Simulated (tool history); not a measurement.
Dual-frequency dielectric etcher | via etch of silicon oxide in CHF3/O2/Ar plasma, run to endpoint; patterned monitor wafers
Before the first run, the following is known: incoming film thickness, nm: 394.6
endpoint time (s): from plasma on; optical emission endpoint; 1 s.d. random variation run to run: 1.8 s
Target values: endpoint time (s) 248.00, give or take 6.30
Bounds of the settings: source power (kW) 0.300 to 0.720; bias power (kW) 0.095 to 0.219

| run | hour | source power (kW) | bias power (kW) | endpoint time (s) |
|---|---|---|---|---|
| 1 | 0.0 | 0.510 | 0.157 | 215.31 |
| 2 | 5.4 | 0.510 | 0.170 | 211.43 |
| 3 | 7.3 | 0.450 | 0.170 | 226.47 |
| 4 | 16.3 | 0.450 | 0.155 | 233.05 |
| 5 | 24.5 | 0.450 | 0.173 | 227.53 |
| 6 | 30.5 | 0.450 | 0.199 | 216.23 |
| 7 | 38.5 | 0.440 | 0.198 | 225.08 |
| 8 | 42.2 | 0.430 | 0.197 | 223.98 |
| 9 | 50.8 | 0.330 | 0.173 | 292.51 |
| 10 | 53.8 | 0.340 | 0.173 | 282.90 |
| 11 | 62.5 | 0.350 | 0.173 | 275.25 |
| 12 | 66.2 | 0.360 | 0.173 | 266.76 |
| 13 | 72.9 | 0.380 | 0.174 | 254.36 |

Exactly one of the 4 candidate moves below puts every result within its allowed miss. Which one?
| A | 79.6 | 0.370 | 0.176 | ? |
| B | 79.6 | 0.370 | 0.166 | ? |
| C | 79.6 | 0.390 | 0.185 | ? |
| D | 79.6 | 0.350 | 0.188 | ? |

| move | endpoint time (s) |
|---|---|
| A | 260.04 |
| B | 264.08 |
| C | 246.52 |
| D | 267.90 |
A: further off than the last run
B: further off than the last run
C: all results land within tolerance of their targets
D: further off than the last run
C is the move that brings every result within its allowed miss.
